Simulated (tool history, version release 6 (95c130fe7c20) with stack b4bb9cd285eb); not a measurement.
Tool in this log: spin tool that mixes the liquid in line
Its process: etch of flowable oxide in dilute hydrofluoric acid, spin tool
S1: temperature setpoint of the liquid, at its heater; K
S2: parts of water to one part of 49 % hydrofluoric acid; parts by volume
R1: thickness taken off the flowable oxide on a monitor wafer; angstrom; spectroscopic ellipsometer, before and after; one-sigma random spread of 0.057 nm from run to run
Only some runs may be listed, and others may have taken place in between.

run 1 day=0 | S1=295.15 S2=285 time_under_the_liquid_(s)=120 | R1=126.15
run 2 day=0.167 | S1=297.65 S2=285 time_under_the_liquid_(s)=120 | R1=137.59
run 3 day=0.496 | S1=297.65 S2=320 time_under_the_liquid_(s)=120 | R1=117.75
run 4 day=0.775 | S1=297.65 S2=320 time_under_the_liquid_(s)=120 | R1=120.46
run 5 day=0.917 | S1=296.15 S2=335 time_under_the_liquid_(s)=120 | R1=108.35
run 6 day=0.988 | S1=295.15 S2=350 time_under_the_liquid_(s)=120 | R1=97.909
run 7 day=1.225 | S1=294.15 S2=360 time_under_the_liquid_(s)=120 | R1=91.271
run 8 day=1.338 | S1=293.65 S2=370 time_under_the_liquid_(s)=120 | R1=84.897

Expected results for the next run?
run 9 day=1.592 | S1=293.15 S2=375 time_under_the_liquid_(s)=120 | R1=?

R1: 84.525 angstrom
